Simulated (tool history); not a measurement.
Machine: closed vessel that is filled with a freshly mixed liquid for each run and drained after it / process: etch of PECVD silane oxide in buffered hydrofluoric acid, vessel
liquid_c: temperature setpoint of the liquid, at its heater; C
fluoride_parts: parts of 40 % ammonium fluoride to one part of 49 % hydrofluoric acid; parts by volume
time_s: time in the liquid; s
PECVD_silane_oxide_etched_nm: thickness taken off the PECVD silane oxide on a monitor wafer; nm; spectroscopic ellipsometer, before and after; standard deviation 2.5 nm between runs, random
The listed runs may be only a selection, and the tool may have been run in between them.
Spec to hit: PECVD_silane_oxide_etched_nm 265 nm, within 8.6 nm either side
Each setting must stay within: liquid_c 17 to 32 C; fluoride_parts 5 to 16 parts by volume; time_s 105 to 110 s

{"run": 1, "hour": 0.0, "liquid_c": 24, "fluoride_parts": 9.5, "time_s": 105, "PECVD_silane_oxide_etched_nm": 349.76}
{"run": 2, "hour": 8.1, "liquid_c": 21, "fluoride_parts": 9.5, "time_s": 105, "PECVD_silane_oxide_etched_nm": 298.35}
{"run": 3, "hour": 16.4, "liquid_c": 21, "fluoride_parts": 9.5, "time_s": 105, "PECVD_silane_oxide_etched_nm": 299.24}
{"run": 4, "hour": 19.8, "liquid_c": 21, "fluoride_parts": 7.5, "time_s": 105, "PECVD_silane_oxide_etched_nm": 378.65}
{"run": 5, "hour": 23.7, "liquid_c": 21, "fluoride_parts": 7.5, "time_s": 110, "PECVD_silane_oxide_etched_nm": 393.95}
{"run": 6, "hour": 31.2, "liquid_c": 21, "fluoride_parts": 9, "time_s": 110, "PECVD_silane_oxide_etched_nm": 317.92}
{"run": 7, "hour": 39.4, "liquid_c": 20.5, "fluoride_parts": 9, "time_s": 110, "PECVD_silane_oxide_etched_nm": 312.3}
{"run": 8, "hour": 44.4, "liquid_c": 20, "fluoride_parts": 9, "time_s": 110, "PECVD_silane_oxide_etched_nm": 301.72}

Consider the 5 candidate settings below. Which is the only one whose results all fall within their allowed miss of target?
{"run": "A", "hour": 49.4, "liquid_c": 20, "fluoride_parts": 8, "time_s": 110, "PECVD_silane_oxide_etched_nm": "?"}
{"run": "B", "hour": 49.4, "liquid_c": 26, "fluoride_parts": 13.5, "time_s": 105, "PECVD_silane_oxide_etched_nm": "?"}
{"run": "C", "hour": 49.4, "liquid_c": 20.5, "fluoride_parts": 10.5, "time_s": 105, "PECVD_silane_oxide_etched_nm": "?"}
{"run": "D", "hour": 49.4, "liquid_c": 20, "fluoride_parts": 9.5, "time_s": 110, "PECVD_silane_oxide_etched_nm": "?"}
{"run": "E", "hour": 49.4, "liquid_c": 19, "fluoride_parts": 7.5, "time_s": 105, "PECVD_silane_oxide_etched_nm": "?"}

move=A PECVD_silane_oxide_etched_nm=346.08
move=B PECVD_silane_oxide_etched_nm=282.14
move=C PECVD_silane_oxide_etched_nm=266.78
move=D PECVD_silane_oxide_etched_nm=294.37
move=E PECVD_silane_oxide_etched_nm=334.92
A: the biggest miss grows against the last run
B: closes in on the targets versus the last run, not all within tolerance yet
C: every result lands within tolerance
D: closes in on the targets versus the last run, not all within tolerance yet
E: the biggest miss grows against the last run
So the answer is move C, the one that meets all the targets.

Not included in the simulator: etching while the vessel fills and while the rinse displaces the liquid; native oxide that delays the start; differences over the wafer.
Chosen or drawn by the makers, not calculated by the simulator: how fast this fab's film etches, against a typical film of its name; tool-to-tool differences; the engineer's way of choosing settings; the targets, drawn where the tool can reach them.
